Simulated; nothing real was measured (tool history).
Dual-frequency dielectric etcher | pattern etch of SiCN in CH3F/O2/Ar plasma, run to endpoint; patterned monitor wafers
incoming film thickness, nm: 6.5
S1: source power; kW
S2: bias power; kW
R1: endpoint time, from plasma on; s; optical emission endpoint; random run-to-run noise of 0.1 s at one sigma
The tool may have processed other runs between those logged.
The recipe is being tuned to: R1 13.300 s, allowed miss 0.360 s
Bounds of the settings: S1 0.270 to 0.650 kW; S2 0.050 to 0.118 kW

run	hour	S1	S2	R1
1	0.0	0.460	0.084	14.404
2	4.5	0.470	0.085	14.328
3	13.3	0.420	0.085	14.742
4	19.8	0.440	0.086	14.354
5	27.8	0.500	0.086	14.081
6	32.6	0.430	0.086	14.713
7	41.4	0.450	0.087	14.310
8	42.7	0.460	0.088	14.428
9	48.9	0.480	0.089	13.894
10	51.6	0.490	0.089	13.935

Pick the move, out of 4, that brings all results within their allowed miss; only one does.
A	54.3	0.410	0.082	?
B	54.3	0.480	0.078	?
C	54.3	0.470	0.076	?
D	54.3	0.530	0.095	?

move	R1
A	15.083
B	14.639
C	14.892
D	13.100
A: the biggest miss grows against the last run
B: the biggest miss grows against the last run
C: the biggest miss grows against the last run
D: every result lands within tolerance
D is the move that brings every result within its allowed miss.

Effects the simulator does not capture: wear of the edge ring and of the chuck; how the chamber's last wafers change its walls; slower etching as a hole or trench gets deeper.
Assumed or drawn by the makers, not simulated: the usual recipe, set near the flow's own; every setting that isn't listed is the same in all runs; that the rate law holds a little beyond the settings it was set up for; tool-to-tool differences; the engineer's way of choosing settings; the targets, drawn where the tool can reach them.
